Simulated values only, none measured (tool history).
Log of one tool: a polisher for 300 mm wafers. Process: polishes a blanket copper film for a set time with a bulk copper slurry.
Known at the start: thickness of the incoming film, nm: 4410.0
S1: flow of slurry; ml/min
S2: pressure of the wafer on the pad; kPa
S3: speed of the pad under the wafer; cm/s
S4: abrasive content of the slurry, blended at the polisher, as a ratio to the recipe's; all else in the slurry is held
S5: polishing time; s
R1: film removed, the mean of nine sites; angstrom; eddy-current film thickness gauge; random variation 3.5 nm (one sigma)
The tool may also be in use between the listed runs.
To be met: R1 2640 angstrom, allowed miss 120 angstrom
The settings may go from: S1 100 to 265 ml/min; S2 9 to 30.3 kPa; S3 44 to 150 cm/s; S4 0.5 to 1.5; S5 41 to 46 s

{"run": 1, "day": 0.0, "S1": 170, "S2": 19.3, "S3": 96, "S4": 1, "S5": 46, "R1": 4745.5}
{"run": 2, "day": 0.275, "S1": 170, "S2": 19.3, "S3": 96, "S4": 1.15, "S5": 46, "R1": 4910.7}
{"run": 3, "day": 0.425, "S1": 170, "S2": 19.3, "S3": 96, "S4": 1.05, "S5": 46, "R1": 4818.2}
{"run": 4, "day": 0.725, "S1": 170, "S2": 17.2, "S3": 94, "S4": 1.05, "S5": 46, "R1": 4446.7}
{"run": 5, "day": 0.792, "S1": 170, "S2": 17.2, "S3": 94, "S4": 1.05, "S5": 46, "R1": 4275.2}
{"run": 6, "day": 1.0, "S1": 170, "S2": 17.2, "S3": 112, "S4": 1.05, "S5": 46, "R1": 4976.9}
{"run": 7, "day": 1.029, "S1": 170, "S2": 15.2, "S3": 106, "S4": 1.05, "S5": 46, "R1": 4223.9}
{"run": 8, "day": 1.104, "S1": 170, "S2": 13.8, "S3": 102, "S4": 1.05, "S5": 46, "R1": 3795.5}
{"run": 9, "day": 1.325, "S1": 170, "S2": 12.4, "S3": 100, "S4": 1.05, "S5": 46, "R1": 3362.2}
{"run": 10, "day": 1.662, "S1": 170, "S2": 11.7, "S3": 100, "S4": 1.05, "S5": 46, "R1": 3231.1}
{"run": 11, "day": 1.871, "S1": 170, "S2": 11, "S3": 100, "S4": 1.05, "S5": 46, "R1": 3079.8}
{"run": 12, "day": 2.233, "S1": 165, "S2": 9, "S3": 96, "S4": 1.05, "S5": 46, "R1": 2429.4}
{"run": 13, "day": 2.583, "S1": 170, "S2": 9, "S3": 96, "S4": 1.05, "S5": 46, "R1": 2469.3}
{"run": 14, "day": 2.612, "S1": 170, "S2": 9, "S3": 96, "S4": 1.05, "S5": 46, "R1": 2457.3}

Which of these 4 next moves meets every target?
{"run": "A", "day": 2.642, "S1": 200, "S2": 9.7, "S3": 76, "S4": 1, "S5": 45, "R1": "?"}
{"run": "B", "day": 2.642, "S1": 155, "S2": 9, "S3": 94, "S4": 1.15, "S5": 44, "R1": "?"}
{"run": "C", "day": 2.642, "S1": 175, "S2": 9.7, "S3": 102, "S4": 0.95, "S5": 46, "R1": "?"}
{"run": "D", "day": 2.642, "S1": 165, "S2": 9.7, "S3": 92, "S4": 0.95, "S5": 44, "R1": "?"}

move=A R1=2122.5
move=B R1=2339.3
move=C R1=2728.6
move=D R1=2359.3
A: further off than the last run
B: further off than the last run
C: meets every target
D: further off than the last run
The right move is C.

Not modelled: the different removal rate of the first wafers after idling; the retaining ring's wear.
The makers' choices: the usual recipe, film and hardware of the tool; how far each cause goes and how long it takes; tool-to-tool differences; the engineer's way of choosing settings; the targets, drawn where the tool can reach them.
